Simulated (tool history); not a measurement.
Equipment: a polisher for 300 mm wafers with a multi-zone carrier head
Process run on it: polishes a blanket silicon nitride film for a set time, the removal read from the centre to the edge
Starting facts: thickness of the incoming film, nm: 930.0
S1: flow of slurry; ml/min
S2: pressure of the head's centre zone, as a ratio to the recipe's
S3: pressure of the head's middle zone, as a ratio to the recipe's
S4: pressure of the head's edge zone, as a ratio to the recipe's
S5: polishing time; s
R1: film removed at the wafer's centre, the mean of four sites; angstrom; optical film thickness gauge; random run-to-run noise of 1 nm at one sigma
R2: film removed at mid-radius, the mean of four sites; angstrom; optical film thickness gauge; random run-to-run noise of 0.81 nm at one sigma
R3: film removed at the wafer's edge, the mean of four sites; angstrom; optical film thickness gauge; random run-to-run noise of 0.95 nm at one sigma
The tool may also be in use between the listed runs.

{"run": 1, "hour": 0.0, "S1": 230, "S2": 1.0, "S3": 1.0, "S4": 1.0, "S5": 43, "R1": 878.8, "R2": 1003.9, "R3": 966.65}
{"run": 2, "hour": 8.3, "S1": 245, "S2": 1.05, "S3": 1.02, "S4": 1.05, "S5": 44, "R1": 954.2, "R2": 1060.9, "R3": 1011.1}
{"run": 3, "hour": 10.1, "S1": 255, "S2": 1.08, "S3": 1.02, "S4": 1.08, "S5": 45, "R1": 1009.5, "R2": 1077.5, "R3": 1047.9}
{"run": 4, "hour": 13.0, "S1": 265, "S2": 1.1, "S3": 1.03, "S4": 1.11, "S5": 46, "R1": 1061.0, "R2": 1114.5, "R3": 1105.5}
{"run": 5, "hour": 19.6, "S1": 280, "S2": 1.12, "S3": 1.05, "S4": 1.13, "S5": 46, "R1": 1094.5, "R2": 1149.3, "R3": 1118.1}
{"run": 6, "hour": 23.7, "S1": 310, "S2": 1.12, "S3": 1.05, "S4": 1.13, "S5": 46, "R1": 1101.0, "R2": 1163.7, "R3": 1125.5}
{"hour": 31.8, "done": "centre zone pressure recalibrated"}
{"run": 7, "hour": 31.8, "S1": 315, "S2": 1.13, "S3": 1.06, "S4": 1.15, "S5": 46, "R1": 1207.8, "R2": 1179.4, "R3": 1135.9}

Forecast run 8:
{"run": 8, "hour": 33.7, "S1": 310, "S2": 1.12, "S3": 1.06, "S4": 1.16, "S5": 47, "R1": "?", "R2": "?", "R3": "?"}

For run 8 the tool returned R1 1222.3 angstrom, R2 1198.9 angstrom, R3 1168.70 angstrom.
